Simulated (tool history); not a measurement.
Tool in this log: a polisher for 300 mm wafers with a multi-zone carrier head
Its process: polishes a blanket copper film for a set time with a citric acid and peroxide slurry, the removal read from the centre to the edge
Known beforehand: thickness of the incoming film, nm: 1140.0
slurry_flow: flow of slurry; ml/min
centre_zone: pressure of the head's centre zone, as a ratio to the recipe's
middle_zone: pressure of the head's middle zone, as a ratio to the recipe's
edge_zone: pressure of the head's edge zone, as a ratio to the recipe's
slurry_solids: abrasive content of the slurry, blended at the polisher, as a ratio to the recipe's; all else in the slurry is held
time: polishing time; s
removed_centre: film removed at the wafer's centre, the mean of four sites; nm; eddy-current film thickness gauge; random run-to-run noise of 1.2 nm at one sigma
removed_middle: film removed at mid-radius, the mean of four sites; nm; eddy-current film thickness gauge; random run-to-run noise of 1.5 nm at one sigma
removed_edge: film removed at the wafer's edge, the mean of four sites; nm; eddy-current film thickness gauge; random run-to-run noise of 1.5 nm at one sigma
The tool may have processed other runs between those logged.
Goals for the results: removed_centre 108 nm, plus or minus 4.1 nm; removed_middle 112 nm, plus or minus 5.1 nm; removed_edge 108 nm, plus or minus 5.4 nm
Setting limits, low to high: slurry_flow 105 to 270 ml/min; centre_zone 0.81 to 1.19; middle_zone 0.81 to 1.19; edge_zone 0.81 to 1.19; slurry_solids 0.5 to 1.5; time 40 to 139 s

{"run": 1, "hour": 0.0, "slurry_flow": 175, "centre_zone": 1, "middle_zone": 1, "edge_zone": 1, "slurry_solids": 1, "time": 89, "removed_centre": 237.12, "removed_middle": 233.18, "removed_edge": 225.76}
{"run": 2, "hour": 1.5, "slurry_flow": 165, "centre_zone": 0.97, "middle_zone": 0.98, "edge_zone": 0.97, "slurry_solids": 0.85, "time": 74, "removed_centre": 186.36, "removed_middle": 182.7, "removed_edge": 174.8}
{"run": 3, "hour": 2.9, "slurry_flow": 145, "centre_zone": 0.97, "middle_zone": 0.98, "edge_zone": 0.97, "slurry_solids": 0.85, "time": 74, "removed_centre": 181.28, "removed_middle": 177.54, "removed_edge": 179.92}
{"run": 4, "hour": 4.7, "slurry_flow": 150, "centre_zone": 0.93, "middle_zone": 0.97, "edge_zone": 0.95, "slurry_solids": 0.75, "time": 65, "removed_centre": 147.63, "removed_middle": 153.12, "removed_edge": 144.84}
{"run": 5, "hour": 9.6, "slurry_flow": 150, "centre_zone": 0.93, "middle_zone": 0.97, "edge_zone": 0.95, "slurry_solids": 0.85, "time": 65, "removed_centre": 150.33, "removed_middle": 156.4, "removed_edge": 153.01}
{"run": 6, "hour": 11.2, "slurry_flow": 150, "centre_zone": 0.93, "middle_zone": 0.97, "edge_zone": 0.95, "slurry_solids": 0.7, "time": 65, "removed_centre": 146.86, "removed_middle": 153.17, "removed_edge": 146.38}
{"run": 7, "hour": 17.6, "slurry_flow": 150, "centre_zone": 0.91, "middle_zone": 0.93, "edge_zone": 0.92, "slurry_solids": 0.65, "time": 61, "removed_centre": 132.03, "removed_middle": 134.55, "removed_edge": 134.82}
{"run": 8, "hour": 26.5, "slurry_flow": 160, "centre_zone": 0.9, "middle_zone": 0.92, "edge_zone": 0.9, "slurry_solids": 0.6, "time": 57, "removed_centre": 121.57, "removed_middle": 124.9, "removed_edge": 119.89}
{"run": 9, "hour": 32.1, "slurry_flow": 150, "centre_zone": 0.83, "middle_zone": 0.83, "edge_zone": 0.84, "slurry_solids": 0.5, "time": 57, "removed_centre": 110.89, "removed_middle": 107.5, "removed_edge": 110.91}
{"run": 10, "hour": 39.9, "slurry_flow": 150, "centre_zone": 0.83, "middle_zone": 0.84, "edge_zone": 0.83, "slurry_solids": 0.5, "time": 57, "removed_centre": 108.28, "removed_middle": 107.8, "removed_edge": 111.8}

Which single option among these 4 for the next run brings every result within its allowed miss of target? Just one does.
{"run": "A", "hour": 47.7, "slurry_flow": 175, "centre_zone": 0.87, "middle_zone": 0.93, "edge_zone": 0.86, "slurry_solids": 0.5, "time": 53, "removed_centre": "?", "removed_middle": "?", "removed_edge": "?"}
{"run": "B", "hour": 47.7, "slurry_flow": 150, "centre_zone": 0.88, "middle_zone": 0.82, "edge_zone": 0.88, "slurry_solids": 0.5, "time": 55, "removed_centre": "?", "removed_middle": "?", "removed_edge": "?"}
{"run": "C", "hour": 47.7, "slurry_flow": 180, "centre_zone": 0.86, "middle_zone": 0.83, "edge_zone": 0.85, "slurry_solids": 0.5, "time": 53, "removed_centre": "?", "removed_middle": "?", "removed_edge": "?"}
{"run": "D", "hour": 47.7, "slurry_flow": 135, "centre_zone": 0.83, "middle_zone": 0.82, "edge_zone": 0.87, "slurry_solids": 0.55, "time": 53, "removed_centre": "?", "removed_middle": "?", "removed_edge": "?"}

move=A removed_centre=108.52 removed_middle=113.54 removed_edge=107.96
move=B removed_centre=110.41 removed_middle=103.46 removed_edge=111.25
move=C removed_centre=107.83 removed_middle=103.82 removed_edge=107.88
move=D removed_centre=100.31 removed_middle=99.446 removed_edge=106.97
A: all results land within tolerance of their targets
B: further off than the last run
C: further off than the last run
D: further off than the last run
Move A is the one to make.
